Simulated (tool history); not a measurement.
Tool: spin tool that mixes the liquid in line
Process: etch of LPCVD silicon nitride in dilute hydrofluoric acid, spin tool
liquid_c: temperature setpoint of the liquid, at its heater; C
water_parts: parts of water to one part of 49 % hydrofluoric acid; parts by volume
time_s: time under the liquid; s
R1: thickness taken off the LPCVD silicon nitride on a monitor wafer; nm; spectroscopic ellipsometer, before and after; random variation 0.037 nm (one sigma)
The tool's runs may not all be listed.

Run 1, hour 0.0: liquid_c 21.0 C, water_parts 55 parts by volume, time_s 80 s. Result: R1 0.54172 nm.
Run 2, hour 1.2: liquid_c 21.0 C, water_parts 55 parts by volume, time_s 80 s. Result: R1 0.55551 nm.
Run 3, hour 9.6: liquid_c 23.0 C, water_parts 50 parts by volume, time_s 80 s. Result: R1 0.66114 nm.
Run 4, hour 12.7: liquid_c 23.0 C, water_parts 65 parts by volume, time_s 80 s. Result: R1 0.53576 nm.
Run 5, hour 17.9: liquid_c 24.5 C, water_parts 55 parts by volume, time_s 80 s. Result: R1 0.72689 nm.
Run 6, hour 21.0: liquid_c 25.5 C, water_parts 50 parts by volume, time_s 80 s. Result: R1 0.82085 nm.
Run 7, hour 25.7: liquid_c 29.0 C, water_parts 25 parts by volume, time_s 80 s. Result: R1 1.90320 nm.
Run 8, hour 32.9: liquid_c 28.0 C, water_parts 25 parts by volume, time_s 80 s. Result: R1 1.93080 nm.

The next listed run, before its measurement:
Run 9, hour 36.4: liquid_c 27.0 C, water_parts 25 parts by volume, time_s 80 s. Result: R1 ?.

{"run 9": {"R1": 1.8901}}

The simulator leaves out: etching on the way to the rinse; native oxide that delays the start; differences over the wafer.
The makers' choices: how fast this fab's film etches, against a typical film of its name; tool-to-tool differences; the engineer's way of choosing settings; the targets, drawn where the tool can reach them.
